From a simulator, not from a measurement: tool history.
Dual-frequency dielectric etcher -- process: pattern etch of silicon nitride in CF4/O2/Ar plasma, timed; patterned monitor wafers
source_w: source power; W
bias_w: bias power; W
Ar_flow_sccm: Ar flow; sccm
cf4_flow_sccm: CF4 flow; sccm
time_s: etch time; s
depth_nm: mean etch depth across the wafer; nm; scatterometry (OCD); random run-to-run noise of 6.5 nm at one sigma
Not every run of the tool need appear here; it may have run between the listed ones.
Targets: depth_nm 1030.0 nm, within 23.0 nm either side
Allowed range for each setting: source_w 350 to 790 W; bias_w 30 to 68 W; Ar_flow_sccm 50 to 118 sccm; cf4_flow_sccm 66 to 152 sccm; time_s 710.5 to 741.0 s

run	hour	source_w	bias_w	Ar_flow_sccm	cf4_flow_sccm	time_s	depth_nm
1	0.0	570	49	84	109	710.5	1579.4
2	2.6	570	49	84	109	741.0	1651.3
3	9.6	530	46	86	107	739.5	1477.5
4	11.8	500	45	86	107	739.5	1388.2
5	17.3	540	45	86	107	739.5	1510.1
6	22.3	540	42	86	107	739.5	1466.2
7	30.1	510	42	86	107	739.5	1378.2
8	32.2	480	42	86	107	739.5	1304.6
9	34.3	460	42	86	107	739.5	1261.6
10	36.4	440	42	86	107	739.5	1207.5
11	41.4	420	42	86	107	739.5	1142.2
12	48.0	410	42	86	107	739.5	1126.2
13	50.9	400	42	86	107	739.5	1089.6

Pick the move, out of 5, that brings all results within their allowed miss; only one does.
A	53.8	410	48	91	108	737.5	?
B	53.8	360	46	95	120	741.0	?
C	53.8	420	43	91	101	710.5	?
D	53.8	410	43	95	113	710.5	?
E	53.8	420	48	76	107	728.0	?

move	depth_nm
A	1179.4
B	1036.4
C	1109.4
D	1095.7
E	1211.2
A: misses by more than the last run did
B: all results land within tolerance of their targets
C: misses by more than the last run did
D: misses by more than the last run did
E: misses by more than the last run did
B is the move that brings every result within its allowed miss.
